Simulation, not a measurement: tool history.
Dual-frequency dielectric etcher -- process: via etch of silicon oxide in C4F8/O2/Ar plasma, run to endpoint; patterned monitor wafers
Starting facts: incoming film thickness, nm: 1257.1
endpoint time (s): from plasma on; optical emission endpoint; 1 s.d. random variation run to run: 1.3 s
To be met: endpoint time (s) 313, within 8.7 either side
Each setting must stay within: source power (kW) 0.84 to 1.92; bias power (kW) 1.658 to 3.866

Run 1, day 0: source power (kW) 1.38, bias power (kW) 2.762. Result: endpoint time (s) 277.5.
Run 2, day 0.2: source power (kW) 1.31, bias power (kW) 2.701. Result: endpoint time (s) 282.57.
Run 3, day 0.546: source power (kW) 1.31, bias power (kW) 3.177. Result: endpoint time (s) 271.67.
Run 4, day 0.746: source power (kW) 1.31, bias power (kW) 3.006. Result: endpoint time (s) 273.95.
Run 5, day 0.779: source power (kW) 1.31, bias power (kW) 3.387. Result: endpoint time (s) 265.54.
Run 6, day 0.912: source power (kW) 1.48, bias power (kW) 3.387. Result: endpoint time (s) 255.71.
Run 7, day 1.121: source power (kW) 1.35, bias power (kW) 3.197. Result: endpoint time (s) 266.38.
Run 8, day 1.35: source power (kW) 1.35, bias power (kW) 3.197. Result: endpoint time (s) 267.61.
Run 9, day 1.633: source power (kW) 1.35, bias power (kW) 3.197. Result: endpoint time (s) 268.78.
Run 10, day 1.833: source power (kW) 1.25, bias power (kW) 3.065. Result: endpoint time (s) 277.39.
Run 11, day 2.05: source power (kW) 1.17, bias power (kW) 2.959. Result: endpoint time (s) 282.98.
Run 12, day 2.183: source power (kW) 1.1, bias power (kW) 2.837. Result: endpoint time (s) 290.43.

Pick the move, out of 4, that brings all results within their allowed miss; only one does.
Run A, day 2.317: source power (kW) 1.06, bias power (kW) 2.955. Result: endpoint time (s) ?.
Run B, day 2.317: source power (kW) 0.94, bias power (kW) 2.511. Result: endpoint time (s) ?.
Run C, day 2.317: source power (kW) 1.21, bias power (kW) 3.237. Result: endpoint time (s) ?.
Run D, day 2.317: source power (kW) 0.99, bias power (kW) 2.942. Result: endpoint time (s) ?.

move  endpoint time (s)
   A             288.71
   B             311.12
   C             272.49
   D             293.38
A: the biggest miss grows against the last run
B: every result within its allowed miss
C: the biggest miss grows against the last run
D: nearer the targets than the last run, but a result is still out of spec
Go with B: it meets all targets.
